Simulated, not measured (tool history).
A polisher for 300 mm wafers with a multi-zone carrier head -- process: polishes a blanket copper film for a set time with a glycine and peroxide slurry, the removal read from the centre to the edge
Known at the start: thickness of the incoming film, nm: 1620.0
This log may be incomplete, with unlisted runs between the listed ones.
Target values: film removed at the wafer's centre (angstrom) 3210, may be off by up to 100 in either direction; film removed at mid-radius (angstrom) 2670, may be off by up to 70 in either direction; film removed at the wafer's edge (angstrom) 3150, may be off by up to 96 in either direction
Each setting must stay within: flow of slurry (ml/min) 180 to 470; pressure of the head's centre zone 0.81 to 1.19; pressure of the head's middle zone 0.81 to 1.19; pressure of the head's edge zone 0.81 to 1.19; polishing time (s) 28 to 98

run  hour  flow of slurry (ml/min)  pressure of the head's centre zone  pressure of the head's middle zone  pressure of the head's edge zone  polishing time (s)  film removed at the wafer's centre (angstrom)  film removed at mid-radius (angstrom)  film removed at the wafer's edge (angstrom)
  1     0                      300                                   1                                   1                                 1                  63                                         3148.1                                 3071.7                                       3172.1
  2   0.9                      300                                   1                                   1                                 1                  72                                         3604.1                                 3585.7                                       3634.4
  3   3.1                      300                                   1                                0.93                                 1                  72                                         3631.5                                 3330.1                                       3564.1
  4  11.3                      300                                   1                                0.93                                 1                  79                                           4046                                 3700.1                                       3939.8
  5    17                      350                                   1                                0.93                                 1                  79                                         3988.8                                 3747.7                                       4039.8
  6  22.1                      335                                0.99                                0.89                                 1                  75                                         3803.1                                 3428.6                                       3773.7
  7  23.7                      320                                0.98                                0.86                              1.01                  71                                           3537                                 3216.4                                         3567
  8  31.8                      320                                0.98                                0.86                              1.01                  71                                         3611.9                                 3190.2                                       3629.4
  9  33.3                      260                                   1                                0.81                              0.98                  62                                         3083.3                                 2601.3                                       3016.9

Of the 4 settings listed for the next run, only one would bring every result within its allowed miss of target. Which one?
  A  34.8                      275                                1.07                                0.83                              0.97                  59                                              ?                                      ?                                            ?
  B  34.8                      255                                1.08                                0.81                              1.11                  60                                              ?                                      ?                                            ?
  C  34.8                      275                                0.93                                0.81                                 1                  61                                              ?                                      ?                                            ?
  D  34.8                      225                                1.01                                0.81                              0.99                  64                                              ?                                      ?                                            ?

move  film removed at the wafer's centre (angstrom)  film removed at mid-radius (angstrom)  film removed at the wafer's edge (angstrom)
   A                                         3192.9                                 2538.2                                         2878
   B                                         3257.5                                 2524.4                                       3115.3
   C                                         2865.8                                   2583                                       3020.1
   D                                         3214.6                                 2669.2                                       3118.2
A: misses by more than the last run did
B: brings the last run's worst result on target, with another outside its allowed miss
C: misses by more than the last run did
D: in spec on every target
Go with D: it meets all targets.
